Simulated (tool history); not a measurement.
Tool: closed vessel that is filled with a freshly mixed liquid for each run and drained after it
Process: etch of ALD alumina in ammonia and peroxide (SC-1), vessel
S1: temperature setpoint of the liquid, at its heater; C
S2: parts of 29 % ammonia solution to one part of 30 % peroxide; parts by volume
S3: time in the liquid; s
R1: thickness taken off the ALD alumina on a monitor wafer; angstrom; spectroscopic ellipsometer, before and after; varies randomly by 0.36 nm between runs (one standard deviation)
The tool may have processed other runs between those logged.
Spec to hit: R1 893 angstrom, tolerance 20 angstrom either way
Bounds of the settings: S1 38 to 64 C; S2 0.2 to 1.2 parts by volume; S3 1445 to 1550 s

run,day,S1,S2,S3,R1
1,0,48,0.7,1445,586.31
2,0.296,48,0.55,1445,576.35
3,0.479,48,0.55,1445,574.99
4,0.604,48,0.35,1445,553.11
5,0.762,50.5,0.35,1445,630.53
6,1.112,52.5,0.35,1445,704.46
7,1.317,54,0.35,1445,761.29
8,1.412,55,0.35,1445,801.78
9,1.542,55.5,0.35,1445,821.79
10,1.846,56,0.35,1445,852.57
11,1.971,56.5,0.35,1445,869.17

Exercise: of the 4 proposed moves below, exactly one satisfies all targets within the stated allowed misses. Which move is it?
A,2.096,55,0.4,1495,?
B,2.096,54.5,0.4,1550,?
C,2.096,55,0.35,1530,?
D,2.096,56.5,0.2,1550,?

move,R1
A,841.95
B,849.99
C,850.81
D,884.76
A: lands further from the targets than the last run did
B: lands further from the targets than the last run did
C: lands further from the targets than the last run did
D: in spec on every target
Correct choice: D, which meets every target
